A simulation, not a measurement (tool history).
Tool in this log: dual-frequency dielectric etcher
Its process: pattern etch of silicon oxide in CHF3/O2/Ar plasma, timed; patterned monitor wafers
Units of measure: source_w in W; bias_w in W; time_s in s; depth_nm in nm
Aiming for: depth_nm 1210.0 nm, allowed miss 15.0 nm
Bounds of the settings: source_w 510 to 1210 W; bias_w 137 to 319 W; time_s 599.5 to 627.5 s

run  hour  source_w  bias_w  time_s  depth_nm
  1   0.0       860     228   599.5    1496.7
  2   6.7       770     217   599.5    1438.6
  3  11.4       700     198   599.5    1357.6
  4  20.0       650     189   599.5    1309.9
  5  27.5       740     189   599.5    1365.5
  6  34.2       740     227   599.5    1429.1
  7  38.3       680     211   599.5    1354.8
  8  46.7       630     204   599.5    1314.7
     54.9  -- source power generator calibrated
  9  54.9       600     198   599.5    1279.2
 10  57.3       580     196   599.5    1261.1
 11  65.5       560     195   599.5    1240.7
 12  70.3       550     195   599.5    1242.0
 13  73.5       540     194   599.5    1226.7

Exercise: of the 5 proposed moves below, exactly one satisfies all targets within the stated allowed misses. Which move is it?
  A  76.7       550     182   614.5         ?
  B  76.7       570     153   609.5         ?
  C  76.7       570     174   610.5         ?
  D  76.7       570     173   615.0         ?
  E  76.7       540     206   608.0         ?

move  depth_nm
   A    1244.9
   B    1206.2
   C    1240.0
   D    1247.6
   E    1258.1
A: moves away from the targets compared with the last run
B: every result within its allowed miss
C: moves away from the targets compared with the last run
D: moves away from the targets compared with the last run
E: moves away from the targets compared with the last run
B meets every target.
